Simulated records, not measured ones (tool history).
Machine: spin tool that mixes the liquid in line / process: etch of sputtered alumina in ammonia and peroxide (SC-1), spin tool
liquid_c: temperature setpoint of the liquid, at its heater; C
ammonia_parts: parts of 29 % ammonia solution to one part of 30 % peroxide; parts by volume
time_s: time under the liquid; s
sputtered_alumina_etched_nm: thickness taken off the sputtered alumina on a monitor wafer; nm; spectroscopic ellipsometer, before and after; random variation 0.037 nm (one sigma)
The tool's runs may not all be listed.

run  hour  liquid_c  ammonia_parts  time_s  sputtered_alumina_etched_nm
  1     0        61           0.65      65                       4.5063
  2   8.6      60.5           0.65      65                       4.3953
  3  14.1      60.5           0.65      65                       4.3106
  4  16.5        60           0.65      65                       4.3179
  5  22.5      59.5           0.65      65                       4.1488
  6  27.1      59.5           0.65      45                       2.8625
  7  31.9        60           0.65      45                       2.9347
  8  35.2        60           0.65      45                       2.9535
  9  38.3        61           0.65      45                       3.0915

Run 10, settings as shown, results not yet in. Your forecast:
 10  40.7      62.5           0.65      45                            ?

sputtered_alumina_etched_nm: 3.3859 nm

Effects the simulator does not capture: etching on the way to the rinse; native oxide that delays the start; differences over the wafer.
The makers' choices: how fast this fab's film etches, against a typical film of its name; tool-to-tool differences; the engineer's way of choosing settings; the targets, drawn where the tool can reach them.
